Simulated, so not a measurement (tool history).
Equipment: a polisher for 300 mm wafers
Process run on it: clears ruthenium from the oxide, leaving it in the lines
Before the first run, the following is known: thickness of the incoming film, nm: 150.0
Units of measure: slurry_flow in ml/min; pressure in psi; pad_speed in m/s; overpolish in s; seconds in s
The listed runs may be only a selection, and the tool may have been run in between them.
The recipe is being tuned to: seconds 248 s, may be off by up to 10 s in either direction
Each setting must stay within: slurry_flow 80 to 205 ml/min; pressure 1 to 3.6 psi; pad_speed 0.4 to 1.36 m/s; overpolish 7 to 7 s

Run 1, hour 0: slurry_flow 135 ml/min, pressure 2.3 psi, pad_speed 0.88 m/s, overpolish 7 s. Result: seconds 112.88 s.
Run 2, hour 3.6: slurry_flow 130 ml/min, pressure 2 psi, pad_speed 0.84 m/s, overpolish 7 s. Result: seconds 133.18 s.
Run 3, hour 7.5: slurry_flow 130 ml/min, pressure 1.8 psi, pad_speed 0.8 m/s, overpolish 7 s. Result: seconds 150.48 s.
Run 4, hour 10.4: slurry_flow 110 ml/min, pressure 1.8 psi, pad_speed 0.8 m/s, overpolish 7 s. Result: seconds 158.27 s.
Run 5, hour 17.7: slurry_flow 105 ml/min, pressure 1.6 psi, pad_speed 0.78 m/s, overpolish 7 s. Result: seconds 178.89 s.
Run 6, hour 22.8: slurry_flow 105 ml/min, pressure 1.6 psi, pad_speed 0.96 m/s, overpolish 7 s. Result: seconds 150.93 s.
Run 7, hour 23.8: slurry_flow 100 ml/min, pressure 1.5 psi, pad_speed 0.92 m/s, overpolish 7 s. Result: seconds 164.91 s.
Run 8, hour 25: slurry_flow 95 ml/min, pressure 1 psi, pad_speed 0.72 m/s, overpolish 7 s. Result: seconds 307.54 s.

Exercise: of the 4 proposed moves below, exactly one satisfies all targets within the stated allowed misses. Which move is it?
Run A, hour 26.2: slurry_flow 85 ml/min, pressure 1.2 psi, pad_speed 0.68 m/s, overpolish 7 s. Result: seconds ?.
Run B, hour 26.2: slurry_flow 90 ml/min, pressure 1.3 psi, pad_speed 0.68 m/s, overpolish 7 s. Result: seconds ?.
Run C, hour 26.2: slurry_flow 80 ml/min, pressure 1.1 psi, pad_speed 0.54 m/s, overpolish 7 s. Result: seconds ?.
Run D, hour 26.2: slurry_flow 85 ml/min, pressure 1 psi, pad_speed 0.54 m/s, overpolish 7 s. Result: seconds ?.

move  seconds
   A      272
   B    250.5
   C   356.28
   D   386.84
A: closer than the last run, but not yet in spec
B: all results in spec
C: its largest miss is bigger than the last run's
D: its largest miss is bigger than the last run's
The right move is B.
